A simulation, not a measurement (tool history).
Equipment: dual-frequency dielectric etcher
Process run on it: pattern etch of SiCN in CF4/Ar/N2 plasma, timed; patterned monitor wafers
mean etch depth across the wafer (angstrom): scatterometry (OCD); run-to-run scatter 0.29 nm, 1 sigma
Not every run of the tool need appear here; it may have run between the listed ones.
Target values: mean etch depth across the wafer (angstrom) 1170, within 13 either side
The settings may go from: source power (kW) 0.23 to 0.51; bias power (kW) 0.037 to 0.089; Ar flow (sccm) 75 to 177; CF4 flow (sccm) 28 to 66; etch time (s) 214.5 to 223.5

run,hour,source power (kW),bias power (kW),Ar flow (sccm),CF4 flow (sccm),etch time (s),mean etch depth across the wafer (angstrom)
1,0,0.37,0.063,126,47,214.5,1359.1
2,6.2,0.37,0.063,106,47,214.5,1404.2
3,11.4,0.37,0.063,106,47,214.5,1398.5
4,13.4,0.36,0.063,106,47,214.5,1362.1
5,20.2,0.36,0.063,93,47,214.5,1393.3
6,25.3,0.35,0.063,93,47,214.5,1351.4
7,27.9,0.34,0.063,93,47,214.5,1314.3
8,34.6,0.34,0.063,93,47,214.5,1312.3
9,37.2,0.34,0.063,93,47,214.5,1312.1
10,42,0.33,0.063,93,47,214.5,1268.9
11,45,0.31,0.063,93,47,214.5,1189.4
12,51.8,0.3,0.063,93,47,214.5,1149.6
13,54.3,0.31,0.063,93,47,214.5,1196.6
14,57.9,0.3,0.063,93,47,214.5,1156.1

Which one of the following 4 next-run settings gets every result inside its allowed miss? There is exactly one.
A,61.5,0.29,0.065,88,46,217,?
B,61.5,0.28,0.068,81,45,223.5,?
C,61.5,0.27,0.085,137,53,219.5,?
D,61.5,0.3,0.062,97,47,215,?

move,mean etch depth across the wafer (angstrom)
A,1145.1
B,1167
C,1138.5
D,1140.9
A: further off than the last run
B: every result lands within tolerance
C: further off than the last run
D: further off than the last run
Go with B: it meets all targets.
